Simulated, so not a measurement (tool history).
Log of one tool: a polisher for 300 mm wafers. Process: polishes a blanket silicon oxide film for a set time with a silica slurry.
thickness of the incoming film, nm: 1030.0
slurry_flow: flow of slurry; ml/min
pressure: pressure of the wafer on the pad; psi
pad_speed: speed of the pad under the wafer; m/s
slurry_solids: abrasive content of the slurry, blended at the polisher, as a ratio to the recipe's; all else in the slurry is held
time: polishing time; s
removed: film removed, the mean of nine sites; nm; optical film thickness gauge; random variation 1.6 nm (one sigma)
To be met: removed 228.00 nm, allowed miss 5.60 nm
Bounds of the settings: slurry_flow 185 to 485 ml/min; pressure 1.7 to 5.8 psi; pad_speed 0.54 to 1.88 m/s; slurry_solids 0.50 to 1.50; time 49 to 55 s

Run 1, hour 0.0: slurry_flow 310 ml/min, pressure 3.7 psi, pad_speed 1.20 m/s, slurry_solids 1.00, time 55 s. Result: removed 198.62 nm.
Run 2, hour 2.3: slurry_flow 310 ml/min, pressure 3.7 psi, pad_speed 0.96 m/s, slurry_solids 1.00, time 55 s. Result: removed 165.77 nm.
Run 3, hour 4.5: slurry_flow 315 ml/min, pressure 4.0 psi, pad_speed 0.96 m/s, slurry_solids 1.00, time 55 s. Result: removed 173.27 nm.
Run 4, hour 10.6: slurry_flow 315 ml/min, pressure 4.9 psi, pad_speed 0.96 m/s, slurry_solids 1.00, time 55 s. Result: removed 193.84 nm.
Run 5, hour 12.6: slurry_flow 315 ml/min, pressure 4.9 psi, pad_speed 0.96 m/s, slurry_solids 1.00, time 55 s. Result: removed 197.49 nm.
Run 6, hour 15.6: slurry_flow 315 ml/min, pressure 5.2 psi, pad_speed 0.96 m/s, slurry_solids 1.00, time 55 s. Result: removed 205.14 nm.
Run 7, hour 18.6: slurry_flow 315 ml/min, pressure 5.4 psi, pad_speed 0.96 m/s, slurry_solids 1.00, time 55 s. Result: removed 208.12 nm.
Run 8, hour 23.2: slurry_flow 330 ml/min, pressure 5.8 psi, pad_speed 0.96 m/s, slurry_solids 1.00, time 55 s. Result: removed 219.69 nm.

5 next moves are on the table. One of them brings every result within its allowed miss. Which?
Run A, hour 27.8: slurry_flow 340 ml/min, pressure 5.8 psi, pad_speed 1.00 m/s, slurry_solids 1.00, time 52 s. Result: removed ?.
Run B, hour 27.8: slurry_flow 355 ml/min, pressure 5.6 psi, pad_speed 1.20 m/s, slurry_solids 0.75, time 55 s. Result: removed ?.
Run C, hour 27.8: slurry_flow 360 ml/min, pressure 4.9 psi, pad_speed 1.06 m/s, slurry_solids 1.20, time 52 s. Result: removed ?.
Run D, hour 27.8: slurry_flow 390 ml/min, pressure 5.7 psi, pad_speed 0.98 m/s, slurry_solids 0.95, time 53 s. Result: removed ?.
Run E, hour 27.8: slurry_flow 385 ml/min, pressure 5.3 psi, pad_speed 1.02 m/s, slurry_solids 0.90, time 53 s. Result: removed ?.

move  removed
   A   214.57
   B   224.08
   C   217.04
   D   209.30
   E   200.33
A: further off than the last run
B: meets every target
C: further off than the last run
D: further off than the last run
E: further off than the last run
The right move is B.
